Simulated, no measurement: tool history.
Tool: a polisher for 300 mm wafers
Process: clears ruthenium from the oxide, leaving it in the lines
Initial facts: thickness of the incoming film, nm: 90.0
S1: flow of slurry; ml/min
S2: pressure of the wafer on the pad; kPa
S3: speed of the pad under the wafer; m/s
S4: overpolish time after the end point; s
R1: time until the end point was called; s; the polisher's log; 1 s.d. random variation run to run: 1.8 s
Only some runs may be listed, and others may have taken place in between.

Run 1, day 0.000: S1 155 ml/min, S2 14.5 kPa, S3 0.82 m/s, S4 30 s. Result: R1 102.820 s.
Run 2, day 0.371: S1 155 ml/min, S2 13.8 kPa, S3 0.82 m/s, S4 30 s. Result: R1 110.400 s.
Run 3, day 0.512: S1 155 ml/min, S2 13.1 kPa, S3 0.82 m/s, S4 30 s. Result: R1 114.600 s.
Run 4, day 0.583: S1 155 ml/min, S2 13.1 kPa, S3 1.00 m/s, S4 30 s. Result: R1 97.301 s.
Run 5, day 0.788: S1 155 ml/min, S2 12.4 kPa, S3 1.00 m/s, S4 30 s. Result: R1 100.880 s.
Run 6, day 0.929: S1 155 ml/min, S2 13.8 kPa, S3 1.00 m/s, S4 30 s. Result: R1 88.365 s.
Run 7, day 1.183: S1 155 ml/min, S2 13.1 kPa, S3 1.00 m/s, S4 30 s. Result: R1 96.683 s.
Run 8, day 1.267: S1 155 ml/min, S2 12.4 kPa, S3 1.00 m/s, S4 30 s. Result: R1 100.410 s.
Run 9, day 1.429: S1 155 ml/min, S2 11.7 kPa, S3 1.00 m/s, S4 30 s. Result: R1 106.390 s.
Run 10, day 1.575: S1 155 ml/min, S2 11.0 kPa, S3 1.00 m/s, S4 30 s. Result: R1 114.120 s.
Run 11, day 1.721: S1 155 ml/min, S2 10.3 kPa, S3 1.00 m/s, S4 30 s. Result: R1 121.300 s.

Expected results for the next run?
Run 12, day 2.046: S1 150 ml/min, S2 9.7 kPa, S3 1.00 m/s, S4 30 s. Result: R1 ?.

Run 12 gave R1 128.050 s.
